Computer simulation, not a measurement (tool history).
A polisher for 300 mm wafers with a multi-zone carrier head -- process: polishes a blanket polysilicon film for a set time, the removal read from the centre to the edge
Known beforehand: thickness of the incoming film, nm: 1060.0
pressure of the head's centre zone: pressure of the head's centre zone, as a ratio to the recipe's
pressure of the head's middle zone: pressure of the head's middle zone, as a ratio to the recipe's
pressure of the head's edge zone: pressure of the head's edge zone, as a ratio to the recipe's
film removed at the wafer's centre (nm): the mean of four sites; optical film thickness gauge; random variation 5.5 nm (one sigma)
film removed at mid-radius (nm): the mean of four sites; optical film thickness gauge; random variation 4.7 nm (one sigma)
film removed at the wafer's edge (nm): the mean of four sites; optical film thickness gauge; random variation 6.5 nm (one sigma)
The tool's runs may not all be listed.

run  hour  flow of slurry (ml/min)  pressure of the head's centre zone  pressure of the head's middle zone  pressure of the head's edge zone  polishing time (s)  film removed at the wafer's centre (nm)  film removed at mid-radius (nm)  film removed at the wafer's edge (nm)
  1     0                      245                                   1                                   1                                 1                  51                                   372.86                              387                                 370.72
  2   1.2                      245                                1.04                                   1                                 1                  51                                   403.39                           382.49                                  371.1
  3   3.5                      250                                1.06                                1.01                              1.02                  52                                    415.7                           405.32                                 383.36
  4   4.4                      250                                1.06                                0.96                              1.02                  52                                   412.11                            387.7                                 384.21
  5   6.6                      295                                1.06                                0.96                              1.02                  52                                   423.23                            396.5                                 385.54
  6   8.1                      295                                1.12                                0.96                              1.02                  52                                    452.3                           402.85                                 381.61

Run 7 is up next; what results do you expect?
  7  13.3                      290                                1.13                                0.96                              1.04                  53                                        ?                                ?                                      ?

{"run 7": {"film removed at the wafer's centre (nm)": 460.71, "film removed at mid-radius (nm)": 402.18, "film removed at the wafer's edge (nm)": 396.15}}

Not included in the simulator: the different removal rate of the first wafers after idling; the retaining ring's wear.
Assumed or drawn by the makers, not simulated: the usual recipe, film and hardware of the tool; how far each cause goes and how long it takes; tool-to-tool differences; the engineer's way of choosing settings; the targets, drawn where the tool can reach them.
